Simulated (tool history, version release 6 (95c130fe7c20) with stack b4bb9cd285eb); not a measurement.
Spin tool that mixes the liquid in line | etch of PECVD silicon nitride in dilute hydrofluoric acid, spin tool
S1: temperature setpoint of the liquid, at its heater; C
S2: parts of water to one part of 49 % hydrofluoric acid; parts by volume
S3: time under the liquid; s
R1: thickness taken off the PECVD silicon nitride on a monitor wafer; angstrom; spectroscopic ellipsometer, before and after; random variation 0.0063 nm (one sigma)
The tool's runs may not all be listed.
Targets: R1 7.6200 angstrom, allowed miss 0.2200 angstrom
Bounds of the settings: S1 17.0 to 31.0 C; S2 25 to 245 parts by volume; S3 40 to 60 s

run  hour    S1   S2  S3       R1
  1   0.0  23.0  135  60  18.7510
  2   7.5  21.0  160  60  13.8120
  3  11.4  19.5  160  60  12.6700
  4  14.6  18.5  175  60  10.7270
  5  19.2  18.0  185  60   9.8489
  6  20.7  17.5  195  60   8.9337
  7  26.5  17.5  200  60   8.7536
  8  30.7  17.5  205  60   8.4725
  9  33.9  17.5  210  60   8.3997
 10  39.7  17.5  215  60   8.3236
 11  43.7  17.5  220  60   8.0798

4 next moves are on the table. One of them brings every result within its allowed miss. Which?
  A  47.7  18.0  230  60   ?
  B  47.7  17.0  240  60   ?
  C  47.7  17.5  210  60   ?
  D  47.7  17.0  225  60   ?

move      R1
   A  8.0348
   B  7.2185
   C  8.4808
   D  7.6774
A: nearer than the last run, and not there yet
B: takes the result that was furthest off past its target
C: further off than the last run
D: meets every target
Answer: D
